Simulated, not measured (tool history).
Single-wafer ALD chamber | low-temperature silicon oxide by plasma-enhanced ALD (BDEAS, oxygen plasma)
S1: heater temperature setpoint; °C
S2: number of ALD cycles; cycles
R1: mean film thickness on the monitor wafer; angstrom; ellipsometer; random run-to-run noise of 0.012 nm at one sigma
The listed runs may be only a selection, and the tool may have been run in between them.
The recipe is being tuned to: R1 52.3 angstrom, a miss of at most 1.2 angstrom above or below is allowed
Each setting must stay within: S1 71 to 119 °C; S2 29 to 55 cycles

run 1 hour=0 | S1=95 S2=42 | R1=58.942
run 2 hour=1.6 | S1=97 S2=41 | R1=56.71
run 3 hour=2.3 | S1=97 S2=35 | R1=48.654
run 4 hour=9.8 | S1=97 S2=29 | R1=40.256
run 5 hour=16.5 | S1=95 S2=30 | R1=41.885
run 6 hour=19.3 | S1=95 S2=33 | R1=46.232
run 7 hour=23 | S1=92 S2=33 | R1=46.568
run 8 hour=25.5 | S1=92 S2=33 | R1=46.698
run 9 hour=33.3 | S1=89 S2=33 | R1=46.929
run 10 hour=39 | S1=87 S2=34 | R1=48.597
run 11 hour=41.5 | S1=86 S2=34 | R1=48.856

Next run, 4 choices. One meets every target within its allowed miss, the rest don't. Which?
run A hour=44 | S1=71 S2=35 | R1=?
run B hour=44 | S1=86 S2=35 | R1=?
run C hour=44 | S1=79 S2=38 | R1=?
run D hour=44 | S1=89 S2=35 | R1=?

move=A R1=52.701
move=B R1=50.406
move=C R1=55.89
move=D R1=49.947
A: every result lands within tolerance
B: better than the last run, though not everything is in spec
C: takes the result that was furthest off past its target
D: better than the last run, though not everything is in spec
A is the move that brings every result within its allowed miss.
